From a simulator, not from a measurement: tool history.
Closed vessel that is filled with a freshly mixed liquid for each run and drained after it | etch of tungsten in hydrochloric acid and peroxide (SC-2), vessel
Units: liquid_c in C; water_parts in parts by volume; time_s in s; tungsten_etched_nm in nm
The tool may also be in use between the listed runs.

run	hour	liquid_c	water_parts	time_s	tungsten_etched_nm
1	0	59	6.5	30	17.404
2	4.3	59	7.5	30	15.589
3	12.6	59	6	30	18.25
4	13.4	59	8	30	14.863
5	20.7	58	8	30	13.854
6	21.8	52	8	30	9.3613
7	23.3	52.5	8	30	9.6412
8	32.1	53	8	30	10.144
9	37	53.5	8	30	10.516

Run 10 comes next. What will it give?
10	45.8	54	8	30	?

Run 10 gave tungsten_etched_nm 10.709 nm.

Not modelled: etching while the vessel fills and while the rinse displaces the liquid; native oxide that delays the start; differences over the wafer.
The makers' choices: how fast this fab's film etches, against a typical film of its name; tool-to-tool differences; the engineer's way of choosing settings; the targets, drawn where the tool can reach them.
